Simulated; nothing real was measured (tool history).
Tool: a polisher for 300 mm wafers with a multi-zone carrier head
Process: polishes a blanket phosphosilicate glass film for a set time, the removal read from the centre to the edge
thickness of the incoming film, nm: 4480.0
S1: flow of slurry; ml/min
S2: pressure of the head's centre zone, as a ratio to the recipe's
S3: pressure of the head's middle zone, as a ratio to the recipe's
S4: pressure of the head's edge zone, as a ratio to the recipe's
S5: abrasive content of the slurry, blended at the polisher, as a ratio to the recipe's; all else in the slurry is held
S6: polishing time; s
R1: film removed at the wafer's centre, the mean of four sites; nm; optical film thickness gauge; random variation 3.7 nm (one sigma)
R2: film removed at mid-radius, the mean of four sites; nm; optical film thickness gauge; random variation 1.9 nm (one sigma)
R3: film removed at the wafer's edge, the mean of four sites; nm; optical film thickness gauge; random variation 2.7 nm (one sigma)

run 1 hour=0 | S1=195 S2=1 S3=1 S4=1 S5=1 S6=45 | R1=196.04 R2=191.3 R3=196.25
run 2 hour=6.4 | S1=200 S2=1 S3=1.02 S4=1.02 S5=1.05 S6=46 | R1=197.93 R2=202.77 R3=205.63
run 3 hour=7.4 | S1=245 S2=1 S3=1.02 S4=1.02 S5=1.05 S6=46 | R1=211.47 R2=210.61 R3=213.14
run 4 hour=15.3 | S1=245 S2=1.07 S3=1.02 S4=1.02 S5=1.05 S6=46 | R1=224.02 R2=209.96 R3=213.12
run 5 hour=22.5 | S1=245 S2=1.07 S3=1.02 S4=1.09 S5=1.05 S6=46 | R1=225.88 R2=211.52 R3=220.88
run 6 hour=24.3 | S1=280 S2=1.07 S3=1.02 S4=1.09 S5=1.05 S6=46 | R1=226.66 R2=213.36 R3=223.51
run 7 hour=32.6 | S1=280 S2=1.06 S3=1.03 S4=1.1 S5=1.1 S6=46 | R1=237.38 R2=219.93 R3=231
run 8 hour=38.8 | S1=275 S2=0.96 S3=1.13 S4=1.19 S5=1.35 S6=48 | R1=235.32 R2=268.22 R3=264.43
run 9 hour=43.1 | S1=275 S2=0.96 S3=1.13 S4=1.19 S5=1.35 S6=49 | R1=241.32 R2=273 R3=273.01

Forecast run 10:
run 10 hour=49.9 | S1=275 S2=0.98 S3=1.13 S4=1.19 S5=1.45 S6=51 | R1=? R2=? R3=?

R1: 260.85 nm
R2: 293.71 nm
R3: 289.41 nm

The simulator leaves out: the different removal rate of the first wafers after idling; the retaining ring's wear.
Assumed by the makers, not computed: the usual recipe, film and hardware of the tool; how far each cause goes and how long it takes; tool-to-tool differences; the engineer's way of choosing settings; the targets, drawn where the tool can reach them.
